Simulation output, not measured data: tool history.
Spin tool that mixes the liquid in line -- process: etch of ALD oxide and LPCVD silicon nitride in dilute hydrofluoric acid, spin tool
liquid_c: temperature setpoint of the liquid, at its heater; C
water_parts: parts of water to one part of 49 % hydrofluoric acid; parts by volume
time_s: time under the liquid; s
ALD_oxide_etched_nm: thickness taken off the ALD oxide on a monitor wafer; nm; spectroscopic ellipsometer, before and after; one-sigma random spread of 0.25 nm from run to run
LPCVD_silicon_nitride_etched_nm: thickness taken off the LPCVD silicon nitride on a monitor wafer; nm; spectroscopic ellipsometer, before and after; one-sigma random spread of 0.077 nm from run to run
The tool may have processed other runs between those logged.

run	hour	liquid_c	water_parts	time_s	ALD_oxide_etched_nm	LPCVD_silicon_nitride_etched_nm
1	0.0	25.0	40	35	9.1823	0.59582
2	7.6	25.5	35	35	10.7950	0.57720
3	8.6	25.5	25	35	15.6010	0.76630
4	13.4	25.5	25	30	13.1490	0.68031
5	21.8	26.5	25	30	13.7410	0.75274
6	25.6	26.5	30	30	11.5770	0.68514

What will run 7 give?
7	33.9	26.5	30	30	?	?

{"run 7": {"ALD_oxide_etched_nm": 11.422, "LPCVD_silicon_nitride_etched_nm": 0.64246}}

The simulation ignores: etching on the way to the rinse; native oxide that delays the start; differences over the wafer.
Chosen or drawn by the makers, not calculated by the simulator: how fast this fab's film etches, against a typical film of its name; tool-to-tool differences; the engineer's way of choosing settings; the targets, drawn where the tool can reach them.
